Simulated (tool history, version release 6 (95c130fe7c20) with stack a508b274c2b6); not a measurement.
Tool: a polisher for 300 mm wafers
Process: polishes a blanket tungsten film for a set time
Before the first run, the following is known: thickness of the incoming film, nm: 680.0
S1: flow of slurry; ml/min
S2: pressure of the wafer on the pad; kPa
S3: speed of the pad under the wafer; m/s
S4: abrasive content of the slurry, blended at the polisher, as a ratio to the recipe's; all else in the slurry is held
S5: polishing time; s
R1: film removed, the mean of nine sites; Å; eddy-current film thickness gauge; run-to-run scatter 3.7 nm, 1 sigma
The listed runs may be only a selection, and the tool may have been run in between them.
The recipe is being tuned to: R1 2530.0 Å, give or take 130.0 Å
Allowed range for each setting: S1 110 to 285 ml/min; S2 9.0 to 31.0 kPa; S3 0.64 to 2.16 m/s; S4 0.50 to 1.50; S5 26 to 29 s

run 1 day=0.000 | S1=180 S2=20.0 S3=1.40 S4=1.00 S5=29 | R1=1311.6
run 2 day=0.121 | S1=180 S2=22.8 S3=1.44 S4=1.00 S5=29 | R1=1550.0
run 3 day=0.350 | S1=200 S2=22.8 S3=1.44 S4=1.00 S5=29 | R1=1562.8
run 4 day=0.512 | S1=200 S2=22.8 S3=1.44 S4=1.00 S5=26 | R1=1422.0
run 5 day=0.642 | S1=200 S2=24.8 S3=1.50 S4=1.00 S5=26 | R1=1630.2
run 6 day=0.675 | S1=200 S2=24.8 S3=1.34 S4=1.00 S5=26 | R1=1417.9
run 7 day=0.796 | S1=200 S2=26.2 S3=1.44 S4=1.00 S5=26 | R1=1657.9
run 8 day=0.962 | S1=200 S2=26.9 S3=1.50 S4=1.00 S5=26 | R1=1726.0
run 9 day=1.117 | S1=200 S2=27.6 S3=1.58 S4=1.00 S5=26 | R1=1896.8
run 10 day=1.438 | S1=200 S2=28.3 S3=1.64 S4=1.00 S5=26 | R1=1993.9

Below are 5 possible settings for the next run. Only one of them brings all results inside the allowed miss of their targets. Which is it?
run A day=1.758 | S1=160 S2=30.3 S3=1.12 S4=0.70 S5=27 | R1=?
run B day=1.758 | S1=220 S2=30.3 S3=1.70 S4=1.10 S5=29 | R1=?
run C day=1.758 | S1=195 S2=26.2 S3=1.26 S4=0.90 S5=26 | R1=?
run D day=1.758 | S1=185 S2=24.1 S3=1.48 S4=1.05 S5=29 | R1=?
run E day=1.758 | S1=205 S2=25.5 S3=1.36 S4=1.10 S5=29 | R1=?

move=A R1=1330.9
move=B R1=2551.1
move=C R1=1380.2
move=D R1=1701.7
move=E R1=1710.0
A: misses by more than the last run did
B: every result within its allowed miss
C: misses by more than the last run did
D: misses by more than the last run did
E: misses by more than the last run did
Correct choice: B, which meets every target

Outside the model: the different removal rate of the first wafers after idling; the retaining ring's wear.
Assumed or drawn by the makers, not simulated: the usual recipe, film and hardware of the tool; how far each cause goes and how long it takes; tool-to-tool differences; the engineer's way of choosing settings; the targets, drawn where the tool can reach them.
